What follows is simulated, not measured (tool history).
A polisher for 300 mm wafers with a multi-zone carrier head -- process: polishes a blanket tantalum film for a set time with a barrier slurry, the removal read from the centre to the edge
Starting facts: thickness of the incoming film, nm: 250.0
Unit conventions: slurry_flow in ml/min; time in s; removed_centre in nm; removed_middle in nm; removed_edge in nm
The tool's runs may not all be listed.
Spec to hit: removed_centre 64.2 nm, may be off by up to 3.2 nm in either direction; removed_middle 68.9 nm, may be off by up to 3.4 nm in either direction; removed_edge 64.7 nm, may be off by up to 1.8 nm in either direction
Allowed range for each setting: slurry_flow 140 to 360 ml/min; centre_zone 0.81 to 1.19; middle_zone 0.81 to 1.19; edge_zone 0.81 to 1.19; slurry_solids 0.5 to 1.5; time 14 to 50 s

run 1 day=0 | slurry_flow=230 centre_zone=1 middle_zone=1 edge_zone=1 slurry_solids=1 time=32 | removed_centre=77.516 removed_middle=75.694 removed_edge=74.573
run 2 day=0.058 | slurry_flow=230 centre_zone=1 middle_zone=1 edge_zone=1.05 slurry_solids=1 time=32 | removed_centre=77.954 removed_middle=75.015 removed_edge=76.176
run 3 day=0.338 | slurry_flow=225 centre_zone=0.98 middle_zone=1 edge_zone=1.02 slurry_solids=0.95 time=32 | removed_centre=73.751 removed_middle=74.83 removed_edge=74.311
run 4 day=0.521 | slurry_flow=225 centre_zone=0.98 middle_zone=1 edge_zone=1.02 slurry_solids=0.95 time=37 | removed_centre=84.403 removed_middle=84.684 removed_edge=85.26
run 5 day=0.846 | slurry_flow=225 centre_zone=0.98 middle_zone=1 edge_zone=0.99 slurry_solids=0.85 time=36 | removed_centre=79.265 removed_middle=82.358 removed_edge=78.888
run 6 day=1.179 | slurry_flow=225 centre_zone=0.93 middle_zone=1 edge_zone=0.99 slurry_solids=0.85 time=36 | removed_centre=74.541 removed_middle=81.264 removed_edge=77.72
-- day=1.317 worn pad replaced by a new one
run 7 day=1.317 | slurry_flow=225 centre_zone=0.93 middle_zone=0.97 edge_zone=0.96 slurry_solids=0.8 time=36 | removed_centre=78.789 removed_middle=83.49 removed_edge=80.747
run 8 day=1.5 | slurry_flow=220 centre_zone=0.96 middle_zone=0.99 edge_zone=0.99 slurry_solids=0.75 time=35 | removed_centre=77.161 removed_middle=80.393 removed_edge=77.524
run 9 day=1.633 | slurry_flow=220 centre_zone=0.96 middle_zone=0.99 edge_zone=0.99 slurry_solids=0.75 time=34 | removed_centre=74.169 removed_middle=77.549 removed_edge=75.95
run 10 day=1.888 | slurry_flow=220 centre_zone=0.96 middle_zone=1 edge_zone=0.98 slurry_solids=0.75 time=33 | removed_centre=69.886 removed_middle=74.622 removed_edge=73.116
run 11 day=1.954 | slurry_flow=220 centre_zone=0.98 middle_zone=1.01 edge_zone=0.96 slurry_solids=0.7 time=32 | removed_centre=70.149 removed_middle=70.617 removed_edge=67.615
run 12 day=2.175 | slurry_flow=215 centre_zone=0.97 middle_zone=1.02 edge_zone=0.96 slurry_solids=0.7 time=32 | removed_centre=68.099 removed_middle=69.734 removed_edge=68.064
run 13 day=2.283 | slurry_flow=215 centre_zone=0.96 middle_zone=1.03 edge_zone=0.95 slurry_solids=0.7 time=32 | removed_centre=67.516 removed_middle=71.889 removed_edge=67.467

Below are 5 possible settings for the next run. Only one of them brings all results inside the allowed miss of their targets. Which is it?
run A day=2.392 | slurry_flow=185 centre_zone=0.94 middle_zone=0.98 edge_zone=1.06 slurry_solids=1.1 time=27 | removed_centre=? removed_middle=? removed_edge=?
run B day=2.392 | slurry_flow=240 centre_zone=0.97 middle_zone=1.03 edge_zone=0.87 slurry_solids=0.55 time=38 | removed_centre=? removed_middle=? removed_edge=?
run C day=2.392 | slurry_flow=260 centre_zone=1.06 middle_zone=1.09 edge_zone=0.82 slurry_solids=0.7 time=32 | removed_centre=? removed_middle=? removed_edge=?
run D day=2.392 | slurry_flow=215 centre_zone=0.94 middle_zone=1.01 edge_zone=0.93 slurry_solids=0.6 time=34 | removed_centre=? removed_middle=? removed_edge=?
run E day=2.392 | slurry_flow=200 centre_zone=0.91 middle_zone=0.93 edge_zone=1.09 slurry_solids=0.7 time=32 | removed_centre=? removed_middle=? removed_edge=?

move=A removed_centre=67.662 removed_middle=69.874 removed_edge=71.705
move=B removed_centre=71.227 removed_middle=73.856 removed_edge=65.986
move=C removed_centre=77.251 removed_middle=76.454 removed_edge=63.523
move=D removed_centre=65.019 removed_middle=68.622 removed_edge=64.345
move=E removed_centre=64.566 removed_middle=66.166 removed_edge=71.574
A: further off than the last run
B: meets the target for the result that was furthest off, but another lies outside its allowed miss
C: meets the target for the result that was furthest off, but another lies outside its allowed miss
D: every result lands within tolerance
E: further off than the last run
So the answer is move D, the one that meets all the targets.
